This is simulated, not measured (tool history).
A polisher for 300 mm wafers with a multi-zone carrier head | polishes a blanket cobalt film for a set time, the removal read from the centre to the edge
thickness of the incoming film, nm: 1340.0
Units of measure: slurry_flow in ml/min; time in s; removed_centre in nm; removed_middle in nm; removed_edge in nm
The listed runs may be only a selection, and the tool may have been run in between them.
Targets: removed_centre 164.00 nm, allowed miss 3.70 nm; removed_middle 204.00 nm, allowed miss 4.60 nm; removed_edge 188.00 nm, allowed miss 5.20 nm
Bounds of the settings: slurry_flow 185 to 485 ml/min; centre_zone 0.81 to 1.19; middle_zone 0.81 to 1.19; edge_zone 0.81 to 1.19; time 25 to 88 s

Run 1, hour 0.0: slurry_flow 310 ml/min, centre_zone 1.00, middle_zone 1.00, edge_zone 1.00, time 56 s. Result: removed_centre 251.80 nm, removed_middle 228.62 nm, removed_edge 231.09 nm.
Run 2, hour 8.0: slurry_flow 310 ml/min, centre_zone 1.07, middle_zone 1.00, edge_zone 1.00, time 56 s. Result: removed_centre 269.83 nm, removed_middle 230.95 nm, removed_edge 231.20 nm.
Run 3, hour 12.1: slurry_flow 310 ml/min, centre_zone 1.07, middle_zone 1.00, edge_zone 0.93, time 56 s. Result: removed_centre 269.03 nm, removed_middle 230.34 nm, removed_edge 226.39 nm.
Run 4, hour 20.4: slurry_flow 310 ml/min, centre_zone 1.07, middle_zone 1.00, edge_zone 0.93, time 62 s. Result: removed_centre 299.39 nm, removed_middle 253.87 nm, removed_edge 246.17 nm.
Run 5, hour 23.7: slurry_flow 310 ml/min, centre_zone 1.07, middle_zone 1.00, edge_zone 0.87, time 62 s. Result: removed_centre 293.97 nm, removed_middle 253.77 nm, removed_edge 238.26 nm.
Run 6, hour 27.1: slurry_flow 310 ml/min, centre_zone 1.15, middle_zone 1.00, edge_zone 0.87, time 62 s. Result: removed_centre 319.41 nm, removed_middle 251.91 nm, removed_edge 242.33 nm.
Run 7, hour 34.4: slurry_flow 220 ml/min, centre_zone 1.05, middle_zone 1.09, edge_zone 0.97, time 46 s. Result: removed_centre 205.86 nm, removed_middle 191.86 nm, removed_edge 179.44 nm.
Run 8, hour 39.1: slurry_flow 215 ml/min, centre_zone 1.03, middle_zone 1.10, edge_zone 0.98, time 46 s. Result: removed_centre 202.12 nm, removed_middle 191.99 nm, removed_edge 180.94 nm.
Run 9, hour 47.7: slurry_flow 215 ml/min, centre_zone 1.03, middle_zone 1.10, edge_zone 0.98, time 46 s. Result: removed_centre 201.10 nm, removed_middle 195.90 nm, removed_edge 180.01 nm.
At hour 53.1: centre zone pressure recalibrated.
Run 10, hour 53.1: slurry_flow 210 ml/min, centre_zone 1.01, middle_zone 1.10, edge_zone 0.99, time 46 s. Result: removed_centre 179.14 nm, removed_middle 191.42 nm, removed_edge 181.13 nm.
Run 11, hour 56.1: slurry_flow 185 ml/min, centre_zone 0.98, middle_zone 1.18, edge_zone 1.03, time 48 s. Result: removed_centre 177.25 nm, removed_middle 209.25 nm, removed_edge 191.15 nm.

Which one of the following 5 next-run settings gets every result inside its allowed miss? There is exactly one.
Run A, hour 59.1: slurry_flow 185 ml/min, centre_zone 0.93, middle_zone 1.16, edge_zone 1.10, time 50 s. Result: removed_centre ?, removed_middle ?, removed_edge ?.
Run B, hour 59.1: slurry_flow 210 ml/min, centre_zone 0.92, middle_zone 1.19, edge_zone 1.09, time 49 s. Result: removed_centre ?, removed_middle ?, removed_edge ?.
Run C, hour 59.1: slurry_flow 235 ml/min, centre_zone 0.91, middle_zone 1.14, edge_zone 1.02, time 46 s. Result: removed_centre ?, removed_middle ?, removed_edge ?.
Run D, hour 59.1: slurry_flow 190 ml/min, centre_zone 0.90, middle_zone 1.19, edge_zone 1.00, time 46 s. Result: removed_centre ?, removed_middle ?, removed_edge ?.
Run E, hour 59.1: slurry_flow 185 ml/min, centre_zone 0.99, middle_zone 1.10, edge_zone 1.06, time 47 s. Result: removed_centre ?, removed_middle ?, removed_edge ?.

move  removed_centre  removed_middle  removed_edge
   A          175.70          214.83        205.18
   B          174.80          220.01        203.56
   C          165.44          202.98        187.87
   D          157.33          202.93        181.25
   E          175.83          193.35        189.69
A: gains on the last run, yet a result remains outside its allowed miss
B: about the same distance from the targets as the last run
C: each result inside its tolerance
D: takes the biggest miss from the last run beyond its target
E: gains on the last run, yet a result remains outside its allowed miss
C is the move that brings every result within its allowed miss.

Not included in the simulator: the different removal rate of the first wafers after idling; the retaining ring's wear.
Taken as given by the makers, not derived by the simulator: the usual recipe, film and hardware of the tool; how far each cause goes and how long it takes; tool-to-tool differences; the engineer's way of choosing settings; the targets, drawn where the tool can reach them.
